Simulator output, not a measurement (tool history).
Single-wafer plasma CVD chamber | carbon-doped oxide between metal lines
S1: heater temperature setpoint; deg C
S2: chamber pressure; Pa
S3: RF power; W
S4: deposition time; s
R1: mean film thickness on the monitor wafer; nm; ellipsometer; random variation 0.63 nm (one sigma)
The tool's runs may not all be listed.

run	hour	S1	S2	S3	S4	R1
1	0	335	895	460	36.4	181.56
2	2.6	335	895	395	36.4	158.36
3	5.3	338	871	380	36.4	149.37
4	7.6	342	849	380	36.4	146.78
5	15.8	342	849	380	36.4	148.14
6	24.3	342	752	380	36.4	144.56
7	28	345	729	380	36.4	143.01
8	35.1	347	708	380	36.4	141.49
9	43.9	355	645	360	36.4	128.36
10	51.8	353	653	360	36.4	130.83
11	59.6	352	659	360	36.4	131.11

The next listed run, before its measurement:
12	62.4	348	685	370	36.4	?

Run 12 gave R1 137.17 nm.
